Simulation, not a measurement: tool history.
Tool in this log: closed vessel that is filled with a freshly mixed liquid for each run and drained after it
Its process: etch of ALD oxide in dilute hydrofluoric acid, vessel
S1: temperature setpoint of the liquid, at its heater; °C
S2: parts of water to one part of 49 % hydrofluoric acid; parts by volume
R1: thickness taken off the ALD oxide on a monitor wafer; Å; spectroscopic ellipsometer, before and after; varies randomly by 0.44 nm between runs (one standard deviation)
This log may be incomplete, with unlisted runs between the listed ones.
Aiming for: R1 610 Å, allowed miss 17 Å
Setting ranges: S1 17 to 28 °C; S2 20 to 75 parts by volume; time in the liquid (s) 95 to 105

Run 1, hour 0: S1 20 °C, S2 45 parts by volume, time in the liquid (s) 95. Result: R1 310.96 Å.
Run 2, hour 6.8: S1 20 °C, S2 45 parts by volume, time in the liquid (s) 95. Result: R1 311.73 Å.
Run 3, hour 12.8: S1 18.5 °C, S2 45 parts by volume, time in the liquid (s) 95. Result: R1 292.76 Å.
Run 4, hour 18.9: S1 18.5 °C, S2 40 parts by volume, time in the liquid (s) 95. Result: R1 330.91 Å.
Run 5, hour 22.8: S1 18.5 °C, S2 40 parts by volume, time in the liquid (s) 105. Result: R1 364.92 Å.
Run 6, hour 26.8: S1 18.5 °C, S2 40 parts by volume, time in the liquid (s) 95. Result: R1 331.48 Å.
Run 7, hour 35.4: S1 20.5 °C, S2 35 parts by volume, time in the liquid (s) 95. Result: R1 419.13 Å.
Run 8, hour 44.2: S1 22 °C, S2 35 parts by volume, time in the liquid (s) 95. Result: R1 445.67 Å.
Run 9, hour 49.8: S1 23.5 °C, S2 35 parts by volume, time in the liquid (s) 95. Result: R1 463.12 Å.
Run 10, hour 55.8: S1 24.5 °C, S2 35 parts by volume, time in the liquid (s) 95. Result: R1 487.59 Å.
Run 11, hour 64.8: S1 28 °C, S2 30 parts by volume, time in the liquid (s) 95. Result: R1 660.17 Å.
Run 12, hour 67.1: S1 27.5 °C, S2 30 parts by volume, time in the liquid (s) 95. Result: R1 653.22 Å.
Run 13, hour 70.3: S1 27 °C, S2 30 parts by volume, time in the liquid (s) 95. Result: R1 647.05 Å.

Which one of the following 4 next-run settings gets every result inside its allowed miss? There is exactly one.
Run A, hour 73.5: S1 24.5 °C, S2 30 parts by volume, time in the liquid (s) 100. Result: R1 ?.
Run B, hour 73.5: S1 27 °C, S2 30 parts by volume, time in the liquid (s) 100. Result: R1 ?.
Run C, hour 73.5: S1 27 °C, S2 30 parts by volume, time in the liquid (s) 105. Result: R1 ?.
Run D, hour 73.5: S1 27.5 °C, S2 30 parts by volume, time in the liquid (s) 100. Result: R1 ?.

move      R1
   A  606.76
   B  672.76
   C   706.4
   D  686.65
A: each result inside its tolerance
B: moves away from the targets compared with the last run
C: moves away from the targets compared with the last run
D: moves away from the targets compared with the last run
A is the move that brings every result within its allowed miss.
